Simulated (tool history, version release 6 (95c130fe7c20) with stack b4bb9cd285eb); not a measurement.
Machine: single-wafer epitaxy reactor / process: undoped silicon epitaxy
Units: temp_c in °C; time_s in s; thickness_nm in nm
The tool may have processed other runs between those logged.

{"run": 1, "day": 0.0, "temp_c": 660, "time_s": 515, "thickness_nm": 108.52}
{"run": 2, "day": 0.083, "temp_c": 670, "time_s": 515, "thickness_nm": 130.2}
{"run": 3, "day": 0.325, "temp_c": 670, "time_s": 480, "thickness_nm": 122.19}
{"run": 4, "day": 0.5, "temp_c": 666, "time_s": 479, "thickness_nm": 112.88}
{"run": 5, "day": 0.704, "temp_c": 663, "time_s": 478, "thickness_nm": 105.69}
{"run": 6, "day": 0.85, "temp_c": 657, "time_s": 478, "thickness_nm": 94.824}

Forecast run 7:
{"run": 7, "day": 1.196, "temp_c": 655, "time_s": 478, "thickness_nm": "?"}

thickness_nm: 91.317 nm
